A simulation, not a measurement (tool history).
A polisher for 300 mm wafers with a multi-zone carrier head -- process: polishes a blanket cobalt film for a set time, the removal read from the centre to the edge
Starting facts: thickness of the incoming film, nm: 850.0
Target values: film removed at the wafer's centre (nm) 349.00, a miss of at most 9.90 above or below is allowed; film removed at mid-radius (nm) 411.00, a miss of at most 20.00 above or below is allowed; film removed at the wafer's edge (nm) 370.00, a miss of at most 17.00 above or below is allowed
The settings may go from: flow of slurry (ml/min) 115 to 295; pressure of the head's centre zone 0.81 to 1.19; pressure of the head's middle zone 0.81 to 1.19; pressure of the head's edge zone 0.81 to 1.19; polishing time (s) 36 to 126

run,hour,flow of slurry (ml/min),pressure of the head's centre zone,pressure of the head's middle zone,pressure of the head's edge zone,polishing time (s),film removed at the wafer's centre (nm),film removed at mid-radius (nm),film removed at the wafer's edge (nm)
1,0.0,190,1.00,1.00,1.00,81,260.21,254.34,259.59
2,2.0,200,0.99,1.05,1.02,87,275.49,286.13,281.82
3,7.1,210,0.99,1.08,1.04,92,297.61,310.33,300.05
4,15.0,210,0.98,1.10,1.05,97,310.97,334.27,320.12
5,20.8,210,0.98,1.10,1.05,80,254.83,278.64,260.31
6,21.6,210,0.97,1.12,1.06,88,284.13,308.68,290.08
7,27.0,220,0.96,1.14,1.07,93,291.69,335.57,308.94
8,30.2,225,0.96,1.15,1.08,96,303.51,350.61,320.08
9,37.0,230,0.96,1.16,1.09,99,316.52,356.76,338.41
10,45.8,230,0.96,1.17,1.08,102,328.30,375.08,346.39
11,48.3,230,0.96,1.18,1.07,104,332.51,383.44,345.30
12,56.5,235,0.96,1.18,1.07,105,331.62,396.74,359.39

Consider the 4 candidate settings below. Which is the only one whose results all fall within their allowed miss of target?
A,64.7,260,1.02,1.17,1.04,108,?,?,?
B,64.7,215,0.97,1.05,1.15,110,?,?,?
C,64.7,190,0.96,1.18,1.03,114,?,?,?
D,64.7,260,0.96,1.19,0.95,115,?,?,?

move,film removed at the wafer's centre (nm),film removed at mid-radius (nm),film removed at the wafer's edge (nm)
A,371.57,412.83,366.16
B,349.70,375.05,385.69
C,351.32,420.13,372.14
D,372.26,446.08,373.17
A: takes the biggest miss from the last run beyond its target
B: meets the target for the result that was furthest off, but another lies outside its allowed miss
C: all results in spec
D: takes the biggest miss from the last run beyond its target
Move C is the one to make.

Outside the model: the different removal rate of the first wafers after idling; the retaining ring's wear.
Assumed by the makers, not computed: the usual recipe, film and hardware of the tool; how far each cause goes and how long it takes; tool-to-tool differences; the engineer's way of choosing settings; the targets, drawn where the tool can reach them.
